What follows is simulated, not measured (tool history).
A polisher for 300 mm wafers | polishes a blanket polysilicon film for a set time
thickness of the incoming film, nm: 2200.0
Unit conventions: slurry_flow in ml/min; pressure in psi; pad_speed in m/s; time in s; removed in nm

run,hour,slurry_flow,pressure,pad_speed,time,removed
1,0.0,245,3.5,0.94,27,308.13
2,4.9,245,3.5,0.74,27,243.79
3,5.9,245,2.7,0.74,27,189.21
4,6.7,245,2.7,0.74,27,191.32
5,14.4,255,2.9,0.74,27,204.03
6,20.5,210,2.9,0.74,27,201.93

Run 7, settings as shown, results not yet in. Your forecast:
7,27.8,210,3.0,0.74,27,?

{"run 7": {"removed": 207.35}}
